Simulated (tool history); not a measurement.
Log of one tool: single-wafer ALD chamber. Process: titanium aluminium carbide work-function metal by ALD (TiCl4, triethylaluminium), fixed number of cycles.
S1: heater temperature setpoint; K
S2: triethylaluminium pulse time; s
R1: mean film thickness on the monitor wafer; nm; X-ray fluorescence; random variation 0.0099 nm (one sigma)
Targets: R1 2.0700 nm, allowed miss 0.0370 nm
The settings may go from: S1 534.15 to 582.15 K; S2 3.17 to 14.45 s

{"run": 1, "hour": 0.0, "S1": 558.15, "S2": 8.81, "R1": 1.861}
{"run": 2, "hour": 7.4, "S1": 558.15, "S2": 7.17, "R1": 1.7856}
{"run": 3, "hour": 15.0, "S1": 558.15, "S2": 9.42, "R1": 1.8621}
{"run": 4, "hour": 21.8, "S1": 566.15, "S2": 9.42, "R1": 1.9455}
{"run": 5, "hour": 26.6, "S1": 568.15, "S2": 9.53, "R1": 1.9566}
{"run": 6, "hour": 35.1, "S1": 568.15, "S2": 7.35, "R1": 1.8859}
{"run": 7, "hour": 39.2, "S1": 570.15, "S2": 7.65, "R1": 1.9327}
{"run": 8, "hour": 41.3, "S1": 572.15, "S2": 7.77, "R1": 1.9403}
{"run": 9, "hour": 48.5, "S1": 573.15, "S2": 7.97, "R1": 1.9602}

5 next moves are on the table. One of them brings every result within its allowed miss. Which?
{"run": "A", "hour": 55.7, "S1": 573.15, "S2": 8.02, "R1": "?"}
{"run": "B", "hour": 55.7, "S1": 582.15, "S2": 10.4, "R1": "?"}
{"run": "C", "hour": 55.7, "S1": 574.15, "S2": 7.21, "R1": "?"}
{"run": "D", "hour": 55.7, "S1": 565.15, "S2": 8.32, "R1": "?"}
{"run": "E", "hour": 55.7, "S1": 579.15, "S2": 9.09, "R1": "?"}

move=A R1=1.9770
move=B R1=2.1417
move=C R1=1.9444
move=D R1=1.9119
move=E R1=2.0772
A: nearer than the last run, and not there yet
B: takes the result that was furthest off past its target
C: further off than the last run
D: further off than the last run
E: meets every target
Answer: E

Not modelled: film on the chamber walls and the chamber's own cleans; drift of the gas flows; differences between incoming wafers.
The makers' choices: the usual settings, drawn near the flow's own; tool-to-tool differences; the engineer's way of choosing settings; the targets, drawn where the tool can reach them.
